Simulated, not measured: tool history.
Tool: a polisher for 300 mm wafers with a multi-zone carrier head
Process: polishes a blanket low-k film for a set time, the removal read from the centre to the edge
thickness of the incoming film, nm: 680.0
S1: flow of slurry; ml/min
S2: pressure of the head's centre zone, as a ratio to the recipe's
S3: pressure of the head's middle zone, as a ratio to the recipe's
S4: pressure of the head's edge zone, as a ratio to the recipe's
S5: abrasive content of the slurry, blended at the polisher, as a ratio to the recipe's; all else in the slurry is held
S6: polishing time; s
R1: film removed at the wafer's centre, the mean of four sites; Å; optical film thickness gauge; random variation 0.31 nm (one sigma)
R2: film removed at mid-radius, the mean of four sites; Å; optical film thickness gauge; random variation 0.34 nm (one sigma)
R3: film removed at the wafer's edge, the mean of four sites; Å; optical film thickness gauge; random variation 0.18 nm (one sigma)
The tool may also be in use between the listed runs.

Run 1, hour 0: S1 150 ml/min, S2 1, S3 1, S4 1, S5 1, S6 49 s. Result: R1 380.69 Å, R2 362.56 Å, R3 368.21 Å.
Run 2, hour 2.2: S1 135 ml/min, S2 1, S3 1, S4 1, S5 1, S6 49 s. Result: R1 375.14 Å, R2 362 Å, R3 360.88 Å.
Run 3, hour 10.3: S1 135 ml/min, S2 1, S3 1.05, S4 1, S5 1, S6 49 s. Result: R1 366.97 Å, R2 371.88 Å, R3 367.04 Å.
Run 4, hour 17.8: S1 100 ml/min, S2 1, S3 1.05, S4 1, S5 1, S6 49 s. Result: R1 352.27 Å, R2 351.36 Å, R3 355.58 Å.
Run 5, hour 21.4: S1 100 ml/min, S2 0.94, S3 1.05, S4 1, S5 1, S6 49 s. Result: R1 326.79 Å, R2 349.49 Å, R3 350.23 Å.
Run 6, hour 23.3: S1 100 ml/min, S2 0.92, S3 1, S4 0.96, S5 0.9, S6 49 s. Result: R1 303.36 Å, R2 320.96 Å, R3 325.92 Å.
Run 7, hour 31.8: S1 100 ml/min, S2 0.92, S3 0.97, S4 0.93, S5 0.8, S6 49 s. Result: R1 279.81 Å, R2 301.88 Å, R3 299.84 Å.
Run 8, hour 38.9: S1 100 ml/min, S2 0.93, S3 0.93, S4 0.91, S5 0.75, S6 49 s. Result: R1 274.79 Å, R2 280.45 Å, R3 285.76 Å.
Run 9, hour 45.3: S1 100 ml/min, S2 0.93, S3 0.91, S4 0.89, S5 0.75, S6 49 s. Result: R1 276.43 Å, R2 270.71 Å, R3 284.82 Å.
Run 10, hour 51.4: S1 100 ml/min, S2 0.93, S3 0.91, S4 0.87, S5 0.75, S6 49 s. Result: R1 264.6 Å, R2 278.56 Å, R3 276.68 Å.
Run 11, hour 53.7: S1 100 ml/min, S2 0.94, S3 0.89, S4 0.86, S5 0.75, S6 49 s. Result: R1 278.8 Å, R2 273.49 Å, R3 276.97 Å.

The next listed run, before its measurement:
Run 12, hour 60.1: S1 100 ml/min, S2 0.93, S3 0.88, S4 0.85, S5 0.75, S6 49 s. Result: R1 ?, R2 ?, R3 ?.

R1: 274.66 Å
R2: 270.83 Å
R3: 277.13 Å
